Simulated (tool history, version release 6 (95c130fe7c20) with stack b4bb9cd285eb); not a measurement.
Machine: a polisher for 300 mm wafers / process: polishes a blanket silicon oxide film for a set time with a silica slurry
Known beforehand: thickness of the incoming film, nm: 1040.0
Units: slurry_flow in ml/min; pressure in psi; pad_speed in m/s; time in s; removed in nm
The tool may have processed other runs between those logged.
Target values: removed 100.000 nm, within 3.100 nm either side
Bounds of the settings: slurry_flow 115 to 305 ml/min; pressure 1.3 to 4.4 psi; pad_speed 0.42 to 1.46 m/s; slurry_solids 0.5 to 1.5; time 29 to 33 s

run	hour	slurry_flow	pressure	pad_speed	slurry_solids	time	removed
1	0.0	195	2.8	0.94	1.0	33	71.148
2	5.7	195	2.8	1.12	1.0	33	80.682
3	10.7	195	2.8	1.00	1.0	33	75.025
4	19.4	200	3.0	1.00	1.0	33	78.149
5	22.4	200	3.0	1.00	1.0	33	80.315
6	27.7	205	3.1	1.00	1.0	33	80.807
7	28.6	205	3.1	1.00	1.0	33	80.772
8	29.4	205	3.3	1.00	1.0	33	85.778
9	34.2	205	3.4	1.00	1.0	33	85.572
10	37.3	210	3.5	1.00	1.0	33	88.971
11	41.0	210	3.6	1.00	1.0	33	89.204
12	44.2	210	3.7	1.00	1.0	33	92.030

Of the 4 settings listed for the next run, only one would bring every result within its allowed miss of target. Which one?
A	47.4	165	3.6	1.08	1.0	33	?
B	47.4	265	3.5	1.14	1.2	31	?
C	47.4	225	3.9	1.14	0.9	33	?
D	47.4	200	3.6	1.02	1.0	29	?

move	removed
A	91.452
B	105.840
C	98.772
D	79.396
A: the biggest miss grows against the last run
B: carries the result that was furthest off beyond its target, to the other side
C: each result inside its tolerance
D: the biggest miss grows against the last run
C is the move that brings every result within its allowed miss.
